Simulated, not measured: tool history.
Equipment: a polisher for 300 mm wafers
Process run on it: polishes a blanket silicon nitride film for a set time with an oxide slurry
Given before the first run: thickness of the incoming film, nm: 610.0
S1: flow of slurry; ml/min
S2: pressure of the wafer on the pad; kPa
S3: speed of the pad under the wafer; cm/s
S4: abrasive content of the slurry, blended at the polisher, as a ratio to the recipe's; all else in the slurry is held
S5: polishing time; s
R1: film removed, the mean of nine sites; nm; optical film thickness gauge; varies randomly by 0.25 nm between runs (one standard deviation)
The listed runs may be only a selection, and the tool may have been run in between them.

Run 1, hour 0: S1 150 ml/min, S2 29 kPa, S3 130 cm/s, S4 1, S5 51 s. Result: R1 45.157 nm.
Run 2, hour 7.3: S1 125 ml/min, S2 29 kPa, S3 130 cm/s, S4 1, S5 51 s. Result: R1 43.659 nm.
Run 3, hour 15.7: S1 125 ml/min, S2 29 kPa, S3 130 cm/s, S4 1, S5 45 s. Result: R1 38.329 nm.
Run 4, hour 16.5: S1 120 ml/min, S2 26.9 kPa, S3 130 cm/s, S4 1, S5 45 s. Result: R1 36.595 nm.
Run 5, hour 23.1: S1 120 ml/min, S2 26.9 kPa, S3 130 cm/s, S4 1.15, S5 45 s. Result: R1 38.505 nm.
Run 6, hour 25.3: S1 120 ml/min, S2 26.9 kPa, S3 130 cm/s, S4 1.15, S5 51 s. Result: R1 43.332 nm.
Run 7, hour 26.1: S1 115 ml/min, S2 18.6 kPa, S3 120 cm/s, S4 1.15, S5 51 s. Result: R1 31.22 nm.
Run 8, hour 27.6: S1 115 ml/min, S2 17.2 kPa, S3 118 cm/s, S4 1.15, S5 51 s. Result: R1 29.141 nm.

The next listed run, before its measurement:
Run 9, hour 34.7: S1 115 ml/min, S2 16.5 kPa, S3 118 cm/s, S4 1.15, S5 51 s. Result: R1 ?.

R1: 28.198 nm
